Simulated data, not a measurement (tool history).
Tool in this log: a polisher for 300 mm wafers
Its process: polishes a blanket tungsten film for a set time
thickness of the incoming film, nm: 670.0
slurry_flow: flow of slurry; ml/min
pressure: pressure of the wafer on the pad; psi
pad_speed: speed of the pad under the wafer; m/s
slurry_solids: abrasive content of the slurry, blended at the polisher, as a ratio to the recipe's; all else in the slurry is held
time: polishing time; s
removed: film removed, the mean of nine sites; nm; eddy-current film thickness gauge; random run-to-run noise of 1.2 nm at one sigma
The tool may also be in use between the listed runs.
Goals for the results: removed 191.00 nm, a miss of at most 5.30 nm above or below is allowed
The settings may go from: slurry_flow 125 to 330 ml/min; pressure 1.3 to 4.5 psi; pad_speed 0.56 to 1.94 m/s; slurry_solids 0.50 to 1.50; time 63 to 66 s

run    day  slurry_flow  pressure  pad_speed  slurry_solids  time  removed
  1  0.000          210       2.9       1.24           1.00    63   241.10
  2  0.229          210       2.9       1.10           1.00    63   215.34
  3  0.488          200       2.7       1.10           1.00    63   199.73
  4  0.554          200       2.2       1.10           1.00    63   163.52
  5  0.925          180       2.2       1.10           1.00    63   161.76
  6  1.296          150       2.2       1.10           1.00    63   154.48
  7  1.458          150       2.2       1.10           1.00    63   156.33
  8  1.675          165       2.2       1.10           1.00    63   159.40

Consider the 4 candidate settings below. Which is the only one whose results all fall within their allowed miss of target?
  A  1.892          140       1.9       1.28           0.85    63        ?
  B  1.892          125       1.9       1.06           1.10    63        ?
  C  1.892          180       2.1       0.92           1.00    66        ?
  D  1.892          175       2.4       1.18           1.00    65        ?

move  removed
   A   151.34
   B   129.50
   C   137.64
   D   195.01
A: further off than the last run
B: further off than the last run
C: further off than the last run
D: every result within its allowed miss
Correct choice: D, which meets every target
